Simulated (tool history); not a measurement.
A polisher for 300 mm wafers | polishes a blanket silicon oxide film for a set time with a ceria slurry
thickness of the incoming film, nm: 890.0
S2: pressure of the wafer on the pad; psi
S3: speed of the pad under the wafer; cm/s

Run 1, hour 0: flow of slurry (ml/min) 290, S2 3 psi, S3 126 cm/s, polishing time (s) 38. Result: film removed (nm) 193.54.
Run 2, hour 4.4: flow of slurry (ml/min) 290, S2 3 psi, S3 96 cm/s, polishing time (s) 38. Result: film removed (nm) 155.25.
Run 3, hour 11.3: flow of slurry (ml/min) 290, S2 3.1 psi, S3 96 cm/s, polishing time (s) 38. Result: film removed (nm) 159.8.
Run 4, hour 15.7: flow of slurry (ml/min) 290, S2 2.5 psi, S3 96 cm/s, polishing time (s) 38. Result: film removed (nm) 129.46.
Run 5, hour 17.2: flow of slurry (ml/min) 260, S2 2.5 psi, S3 96 cm/s, polishing time (s) 38. Result: film removed (nm) 126.16.
Run 6, hour 22.9: flow of slurry (ml/min) 280, S2 2.7 psi, S3 96 cm/s, polishing time (s) 38. Result: film removed (nm) 139.47.

Run 7 comes next. What will it give?
Run 7, hour 30.7: flow of slurry (ml/min) 290, S2 2.8 psi, S3 96 cm/s, polishing time (s) 38. Result: film removed (nm) ?.

{"run 7": {"film removed (nm)": 139.75}}
